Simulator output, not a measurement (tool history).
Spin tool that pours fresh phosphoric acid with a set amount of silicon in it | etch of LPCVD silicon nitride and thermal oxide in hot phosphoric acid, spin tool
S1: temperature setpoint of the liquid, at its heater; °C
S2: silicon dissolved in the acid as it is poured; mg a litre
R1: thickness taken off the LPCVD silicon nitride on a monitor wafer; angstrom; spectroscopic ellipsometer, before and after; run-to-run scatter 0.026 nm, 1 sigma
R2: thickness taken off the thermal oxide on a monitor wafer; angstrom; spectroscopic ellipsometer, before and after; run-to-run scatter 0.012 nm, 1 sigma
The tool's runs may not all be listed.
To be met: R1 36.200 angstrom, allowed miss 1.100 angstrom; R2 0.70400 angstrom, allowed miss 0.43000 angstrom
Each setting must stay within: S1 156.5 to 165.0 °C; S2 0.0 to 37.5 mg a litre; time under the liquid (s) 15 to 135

Run 1, hour 0.0: S1 160.0 °C, S2 16.5 mg a litre, time under the liquid (s) 70. Result: R1 45.768 angstrom, R2 1.29330 angstrom.
Run 2, hour 7.0: S1 161.0 °C, S2 16.5 mg a litre, time under the liquid (s) 70. Result: R1 47.734 angstrom, R2 1.72030 angstrom.
Run 3, hour 8.2: S1 160.5 °C, S2 16.5 mg a litre, time under the liquid (s) 70. Result: R1 46.530 angstrom, R2 1.19370 angstrom.
Run 4, hour 9.9: S1 160.5 °C, S2 16.5 mg a litre, time under the liquid (s) 95. Result: R1 63.305 angstrom, R2 1.79040 angstrom.
Run 5, hour 15.2: S1 161.5 °C, S2 16.5 mg a litre, time under the liquid (s) 95. Result: R1 65.091 angstrom, R2 1.74540 angstrom.
Run 6, hour 17.6: S1 161.0 °C, S2 18.5 mg a litre, time under the liquid (s) 90. Result: R1 61.056 angstrom, R2 1.67260 angstrom.
Run 7, hour 25.8: S1 160.5 °C, S2 19.5 mg a litre, time under the liquid (s) 85. Result: R1 56.142 angstrom, R2 1.09620 angstrom.
Run 8, hour 28.5: S1 160.0 °C, S2 19.0 mg a litre, time under the liquid (s) 80. Result: R1 52.245 angstrom, R2 1.50910 angstrom.
Run 9, hour 36.7: S1 160.0 °C, S2 19.0 mg a litre, time under the liquid (s) 80. Result: R1 52.779 angstrom, R2 0.99861 angstrom.
Run 10, hour 41.5: S1 159.5 °C, S2 18.5 mg a litre, time under the liquid (s) 75. Result: R1 47.844 angstrom, R2 1.53980 angstrom.
Run 11, hour 46.7: S1 159.5 °C, S2 20.5 mg a litre, time under the liquid (s) 70. Result: R1 45.659 angstrom, R2 1.09780 angstrom.
Run 12, hour 49.2: S1 159.0 °C, S2 21.5 mg a litre, time under the liquid (s) 65. Result: R1 40.890 angstrom, R2 0.75090 angstrom.
Run 13, hour 53.7: S1 158.5 °C, S2 21.0 mg a litre, time under the liquid (s) 65. Result: R1 40.420 angstrom, R2 0.54087 angstrom.

4 next moves are on the table. One of them brings every result within its allowed miss. Which?
Run A, hour 58.2: S1 158.0 °C, S2 14.0 mg a litre, time under the liquid (s) 75. Result: R1 ?, R2 ?.
Run B, hour 58.2: S1 157.5 °C, S2 26.5 mg a litre, time under the liquid (s) 75. Result: R1 ?, R2 ?.
Run C, hour 58.2: S1 159.0 °C, S2 27.5 mg a litre, time under the liquid (s) 75. Result: R1 ?, R2 ?.
Run D, hour 58.2: S1 157.5 °C, S2 20.0 mg a litre, time under the liquid (s) 60. Result: R1 ?, R2 ?.

move      R1       R2
   A  45.370  0.93517
   B  44.599  0.62593
   C  46.947  0.67636
   D  35.679  0.61495
A: moves away from the targets compared with the last run
B: moves away from the targets compared with the last run
C: moves away from the targets compared with the last run
D: all results land within tolerance of their targets
So the answer is move D, the one that meets all the targets.
